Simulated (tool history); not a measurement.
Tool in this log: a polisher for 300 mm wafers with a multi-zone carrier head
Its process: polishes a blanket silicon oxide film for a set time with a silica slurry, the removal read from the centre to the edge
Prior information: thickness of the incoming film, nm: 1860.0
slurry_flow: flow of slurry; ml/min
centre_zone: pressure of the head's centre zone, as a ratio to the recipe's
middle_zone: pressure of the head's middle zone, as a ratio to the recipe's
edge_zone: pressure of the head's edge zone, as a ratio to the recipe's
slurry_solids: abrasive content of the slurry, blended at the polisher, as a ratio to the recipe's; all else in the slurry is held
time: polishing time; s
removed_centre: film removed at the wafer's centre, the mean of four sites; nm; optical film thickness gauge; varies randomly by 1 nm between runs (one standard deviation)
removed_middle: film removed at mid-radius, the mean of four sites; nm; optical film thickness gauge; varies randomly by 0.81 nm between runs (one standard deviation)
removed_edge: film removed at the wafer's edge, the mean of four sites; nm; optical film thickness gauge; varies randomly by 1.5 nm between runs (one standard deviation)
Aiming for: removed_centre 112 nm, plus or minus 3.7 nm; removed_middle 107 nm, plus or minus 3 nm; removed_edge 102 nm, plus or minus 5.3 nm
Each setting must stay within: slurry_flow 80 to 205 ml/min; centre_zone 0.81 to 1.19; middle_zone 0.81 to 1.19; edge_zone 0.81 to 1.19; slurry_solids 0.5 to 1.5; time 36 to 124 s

run,hour,slurry_flow,centre_zone,middle_zone,edge_zone,slurry_solids,time,removed_centre,removed_middle,removed_edge
1,0,135,1,1,1,1,79,203.15,204.48,201.33
2,7.3,130,1,0.98,0.95,0.85,71,174.57,170.45,170.98
3,8.4,130,1.01,0.99,0.92,0.75,62,146.06,144.64,136.34
4,16.1,130,1.01,1.04,0.92,0.75,62,149.06,150.55,141.67
5,22.8,130,1,0.99,0.89,0.65,59,133.67,134.97,123.37
6,30.2,120,0.99,0.94,0.88,0.6,59,129.46,122.5,124.8
7,35,125,0.99,0.94,0.87,0.55,56,120.52,115.46,112.81
8,42.3,125,0.99,0.94,0.86,0.55,55,118.53,111.6,111.16
9,50.2,130,0.99,0.94,0.85,0.55,54,118.41,111.02,106.76
10,58.9,130,0.98,0.94,0.84,0.55,54,117.44,111.25,109.34
11,63.6,130,0.98,0.95,0.83,0.55,53,113.54,111.16,104.34

Of the 4 settings listed for the next run, only one would bring every result within its allowed miss of target. Which one?
A,68.3,180,1.16,0.96,0.81,0.5,46,?,?,?
B,68.3,135,1,0.95,0.86,0.5,52,?,?,?
C,68.3,160,1.08,0.85,0.82,0.7,47,?,?,?
D,68.3,145,1.06,0.85,0.81,0.5,52,?,?,?

move,removed_centre,removed_middle,removed_edge
A,125.17,101.7,90.237
B,114.69,108.14,100.77
C,126.32,100.73,99.368
D,123.6,100.68,99.303
A: takes the biggest miss from the last run beyond its target
B: every result lands within tolerance
C: takes the biggest miss from the last run beyond its target
D: takes the biggest miss from the last run beyond its target
So the answer is move B, the one that meets all the targets.
